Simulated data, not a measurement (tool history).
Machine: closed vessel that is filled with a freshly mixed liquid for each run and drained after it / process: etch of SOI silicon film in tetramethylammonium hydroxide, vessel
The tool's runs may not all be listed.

| run | hour | temperature setpoint of the liquid (C) | concentration of hydroxide in the mixed liquid (% by weight) | time in the liquid (s) | thickness taken off the SOI silicon film on a monitor wafer (angstrom) |
|---|---|---|---|---|---|
| 1 | 0.0 | 63.0 | 14.0 | 105 | 4087.0 |
| 2 | 6.5 | 65.5 | 14.0 | 105 | 4663.3 |
| 3 | 10.6 | 70.5 | 14.0 | 105 | 6364.6 |
| 4 | 17.6 | 70.5 | 14.0 | 110 | 6542.4 |
| 5 | 21.1 | 71.0 | 14.0 | 110 | 6837.0 |
| 6 | 24.3 | 71.5 | 14.0 | 110 | 7053.1 |
| 7 | 32.6 | 72.0 | 14.0 | 110 | 7292.6 |

Estimate the outcome of run 8 from the log above:
| 8 | 39.7 | 73.0 | 14.0 | 110 | ? |

Run 8 measured thickness taken off the SOI silicon film on a monitor wafer (angstrom) 7717.6.
